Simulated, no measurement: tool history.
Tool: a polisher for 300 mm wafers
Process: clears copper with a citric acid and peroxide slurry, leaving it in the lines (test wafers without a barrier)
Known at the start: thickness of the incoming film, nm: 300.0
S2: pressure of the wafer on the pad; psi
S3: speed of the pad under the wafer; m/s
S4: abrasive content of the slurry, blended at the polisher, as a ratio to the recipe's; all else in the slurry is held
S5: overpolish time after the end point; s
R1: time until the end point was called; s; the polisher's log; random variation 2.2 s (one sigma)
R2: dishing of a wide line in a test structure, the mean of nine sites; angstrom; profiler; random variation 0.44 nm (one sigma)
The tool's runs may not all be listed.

{"run": 1, "hour": 0.0, "flow of slurry (ml/min)": 190, "S2": 2.9, "S3": 1.12, "S4": 1, "S5": 29, "R1": 131.72, "R2": 312.91}
{"run": 2, "hour": 5.9, "flow of slurry (ml/min)": 190, "S2": 2.9, "S3": 1.32, "S4": 1, "S5": 29, "R1": 117.63, "R2": 331.93}
{"run": 3, "hour": 10.7, "flow of slurry (ml/min)": 165, "S2": 2.9, "S3": 1.32, "S4": 1, "S5": 29, "R1": 122.03, "R2": 328.32}
{"run": 4, "hour": 19.4, "flow of slurry (ml/min)": 190, "S2": 2.9, "S3": 1.32, "S4": 1, "S5": 29, "R1": 120.03, "R2": 328.27}
{"run": 5, "hour": 20.3, "flow of slurry (ml/min)": 160, "S2": 2.9, "S3": 1.32, "S4": 1, "S5": 29, "R1": 119.64, "R2": 330.76}
{"run": 6, "hour": 21.9, "flow of slurry (ml/min)": 160, "S2": 2.9, "S3": 1.32, "S4": 1, "S5": 40, "R1": 119.46, "R2": 378.42}

Forecast run 7:
{"run": 7, "hour": 29.2, "flow of slurry (ml/min)": 160, "S2": 2.5, "S3": 1.3, "S4": 1, "S5": 42, "R1": "?", "R2": "?"}

Run 7 gave R1 140.51 s, R2 360.62 angstrom.
